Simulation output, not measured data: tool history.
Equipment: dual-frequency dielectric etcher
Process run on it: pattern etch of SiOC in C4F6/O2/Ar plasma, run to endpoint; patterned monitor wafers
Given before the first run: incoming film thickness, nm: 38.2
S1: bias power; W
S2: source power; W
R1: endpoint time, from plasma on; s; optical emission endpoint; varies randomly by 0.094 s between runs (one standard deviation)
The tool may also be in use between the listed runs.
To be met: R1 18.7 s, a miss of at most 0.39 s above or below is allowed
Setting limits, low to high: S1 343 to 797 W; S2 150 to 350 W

run	hour	S1	S2	R1
1	0	570	250	15.288
2	3.1	519	240	15.892
3	8.7	478	230	16.646
4	16.3	448	220	17.305
5	19.8	426	220	17.521
6	23	408	220	17.686
7	31.7	394	220	17.848
8	37.7	383	220	18.002
9	41.8	374	220	18.348
10	50.6	369	220	18.304

Next run, 5 choices. One meets every target within its allowed miss, the rest don't. Which?
A	59.4	343	220	?
B	59.4	390	220	?
C	59.4	375	240	?
D	59.4	461	200	?
E	59.4	383	230	?

move	R1
A	18.66
B	18.006
C	17.62
D	17.767
E	17.799
A: every result within its allowed miss
B: lands further from the targets than the last run did
C: lands further from the targets than the last run did
D: lands further from the targets than the last run did
E: lands further from the targets than the last run did
Go with A: it meets all targets.

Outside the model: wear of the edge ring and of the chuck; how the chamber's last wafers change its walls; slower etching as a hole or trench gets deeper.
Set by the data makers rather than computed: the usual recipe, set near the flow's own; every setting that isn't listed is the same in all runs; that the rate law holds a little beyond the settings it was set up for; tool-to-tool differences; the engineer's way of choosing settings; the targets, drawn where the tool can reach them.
